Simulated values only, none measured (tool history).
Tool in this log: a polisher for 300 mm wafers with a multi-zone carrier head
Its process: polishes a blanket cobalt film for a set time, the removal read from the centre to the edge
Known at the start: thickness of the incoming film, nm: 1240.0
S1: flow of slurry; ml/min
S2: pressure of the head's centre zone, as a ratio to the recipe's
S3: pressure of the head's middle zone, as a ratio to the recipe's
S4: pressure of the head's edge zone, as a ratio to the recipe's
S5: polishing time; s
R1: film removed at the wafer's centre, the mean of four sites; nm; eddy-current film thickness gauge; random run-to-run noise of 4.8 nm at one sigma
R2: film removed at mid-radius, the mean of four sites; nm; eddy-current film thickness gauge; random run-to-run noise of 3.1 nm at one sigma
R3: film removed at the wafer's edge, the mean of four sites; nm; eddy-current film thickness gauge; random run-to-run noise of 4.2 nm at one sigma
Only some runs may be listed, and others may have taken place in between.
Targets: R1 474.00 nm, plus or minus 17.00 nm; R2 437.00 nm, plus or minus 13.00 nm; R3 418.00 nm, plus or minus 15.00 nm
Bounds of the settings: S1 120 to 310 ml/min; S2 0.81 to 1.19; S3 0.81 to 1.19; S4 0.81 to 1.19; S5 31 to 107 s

| run | hour | S1 | S2 | S3 | S4 | S5 | R1 | R2 | R3 |
|---|---|---|---|---|---|---|---|---|---|
| 1 | 0.0 | 200 | 1.00 | 1.00 | 1.00 | 69 | 327.67 | 326.00 | 330.31 |
| 2 | 4.7 | 200 | 1.00 | 1.00 | 1.00 | 86 | 414.78 | 410.12 | 408.18 |
| 3 | 8.0 | 210 | 1.01 | 1.00 | 1.00 | 86 | 422.11 | 408.83 | 416.96 |
| 4 | 13.2 | 210 | 1.04 | 1.00 | 1.00 | 86 | 429.07 | 408.18 | 413.39 |
| 5 | 20.1 | 210 | 1.04 | 0.92 | 1.00 | 86 | 430.32 | 378.73 | 423.21 |
| 6 | 23.9 | 210 | 1.04 | 0.92 | 0.97 | 86 | 427.80 | 379.38 | 408.59 |
| 7 | 32.6 | 215 | 1.05 | 0.93 | 0.97 | 86 | 433.49 | 388.68 | 411.64 |
| 8 | 40.1 | 220 | 1.06 | 0.94 | 0.97 | 86 | 437.95 | 388.65 | 407.64 |
| 9 | 45.4 | 225 | 1.06 | 0.95 | 0.97 | 86 | 427.22 | 395.20 | 423.03 |
| 10 | 51.3 | 220 | 1.07 | 0.96 | 0.97 | 86 | 432.37 | 394.30 | 415.31 |
| 11 | 54.9 | 215 | 1.08 | 0.97 | 0.96 | 87 | 439.66 | 407.60 | 420.94 |
| 12 | 61.9 | 210 | 1.09 | 0.97 | 0.94 | 88 | 447.61 | 407.00 | 417.81 |
| 13 | 62.8 | 210 | 1.10 | 0.98 | 0.93 | 88 | 456.48 | 412.27 | 408.98 |
| 14 | 70.9 | 210 | 1.10 | 0.99 | 0.93 | 88 | 448.34 | 414.23 | 412.34 |

Of the 5 settings listed for the next run, only one would bring every result within its allowed miss of target. Which one?
| A | 79.0 | 205 | 1.14 | 0.96 | 0.98 | 84 | ? | ? | ? |
| B | 79.0 | 215 | 1.01 | 1.05 | 0.91 | 89 | ? | ? | ? |
| C | 79.0 | 205 | 1.02 | 1.01 | 0.91 | 89 | ? | ? | ? |
| D | 79.0 | 190 | 1.19 | 0.95 | 0.96 | 84 | ? | ? | ? |
| E | 79.0 | 200 | 1.07 | 0.98 | 0.83 | 94 | ? | ? | ? |

| move | R1 | R2 | R3 |
|---|---|---|---|
| A | 432.64 | 379.91 | 399.36 |
| B | 427.44 | 437.52 | 410.34 |
| C | 426.60 | 420.31 | 408.39 |
| D | 439.13 | 371.95 | 391.95 |
| E | 462.54 | 431.09 | 412.77 |
A: moves away from the targets compared with the last run
B: brings the last run's worst result on target, with another outside its allowed miss
C: moves away from the targets compared with the last run
D: moves away from the targets compared with the last run
E: all results land within tolerance of their targets
The right move is E.
